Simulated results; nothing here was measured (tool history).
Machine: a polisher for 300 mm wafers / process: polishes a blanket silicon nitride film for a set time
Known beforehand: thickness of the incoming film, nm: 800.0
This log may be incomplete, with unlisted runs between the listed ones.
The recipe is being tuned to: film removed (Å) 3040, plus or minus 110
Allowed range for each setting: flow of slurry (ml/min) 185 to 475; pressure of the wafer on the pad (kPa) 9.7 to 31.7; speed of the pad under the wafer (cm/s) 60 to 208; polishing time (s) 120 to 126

run	day	flow of slurry (ml/min)	pressure of the wafer on the pad (kPa)	speed of the pad under the wafer (cm/s)	polishing time (s)	film removed (Å)
1	0	305	20.7	134	120	2045.9
2	0.183	305	22.8	134	120	2247.4
3	0.454	305	24.1	134	120	2398.3
4	0.5	305	19.3	134	120	1910.1
5	0.817	305	16.5	134	120	1664.9
6	1.192	305	19.3	134	120	1901.5
7	1.4	305	22.1	136	120	2196.5
8	1.579	305	23.4	136	120	2328.6
9	1.9	305	29	138	120	2865

Which one of the following 5 next-run settings gets every result inside its allowed miss? There is exactly one.
A	2.221	425	24.8	158	120	?
B	2.221	310	26.2	156	125	?
C	2.221	305	25.5	130	120	?
D	2.221	350	26.9	126	120	?
E	2.221	280	27.6	140	120	?

move	film removed (Å)
A	2832
B	3013.2
C	2432.9
D	2523.1
E	2766.9
A: misses by more than the last run did
B: hits every target within its allowed miss
C: misses by more than the last run did
D: misses by more than the last run did
E: misses by more than the last run did
Correct choice: B, which meets every target
